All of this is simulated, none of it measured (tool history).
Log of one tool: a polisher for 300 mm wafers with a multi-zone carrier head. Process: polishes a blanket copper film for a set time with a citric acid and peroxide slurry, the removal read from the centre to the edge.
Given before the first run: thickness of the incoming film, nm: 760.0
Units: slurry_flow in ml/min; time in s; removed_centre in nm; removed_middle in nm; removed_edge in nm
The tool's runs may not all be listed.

run 1 day=0.000 | slurry_flow=185 centre_zone=1.00 middle_zone=1.00 edge_zone=1.00 slurry_solids=1.00 time=88 | removed_centre=243.53 removed_middle=244.73 removed_edge=247.82
run 2 day=0.258 | slurry_flow=210 centre_zone=1.00 middle_zone=1.00 edge_zone=1.00 slurry_solids=1.00 time=88 | removed_centre=245.69 removed_middle=245.33 removed_edge=252.00
run 3 day=0.446 | slurry_flow=205 centre_zone=0.98 middle_zone=0.97 edge_zone=0.97 slurry_solids=0.90 time=85 | removed_centre=230.19 removed_middle=231.77 removed_edge=235.06
run 4 day=0.775 | slurry_flow=200 centre_zone=0.96 middle_zone=0.94 edge_zone=0.97 slurry_solids=0.80 time=81 | removed_centre=207.90 removed_middle=209.24 removed_edge=224.21
run 5 day=0.975 | slurry_flow=200 centre_zone=0.96 middle_zone=0.94 edge_zone=0.90 slurry_solids=0.80 time=81 | removed_centre=210.15 removed_middle=209.11 removed_edge=215.89
run 6 day=1.154 | slurry_flow=195 centre_zone=0.95 middle_zone=0.93 edge_zone=0.89 slurry_solids=0.75 time=79 | removed_centre=197.55 removed_middle=203.08 removed_edge=202.09
run 7 day=1.204 | slurry_flow=185 centre_zone=0.94 middle_zone=0.91 edge_zone=0.88 slurry_solids=0.70 time=78 | removed_centre=190.53 removed_middle=189.49 removed_edge=193.90

What does the tool deliver on the next run?
run 8 day=1.242 | slurry_flow=175 centre_zone=0.92 middle_zone=0.90 edge_zone=0.88 slurry_solids=0.70 time=78 | removed_centre=? removed_middle=? removed_edge=?

Run 8 produced removed_centre 184.46 nm, removed_middle 185.13 nm, removed_edge 196.62 nm.
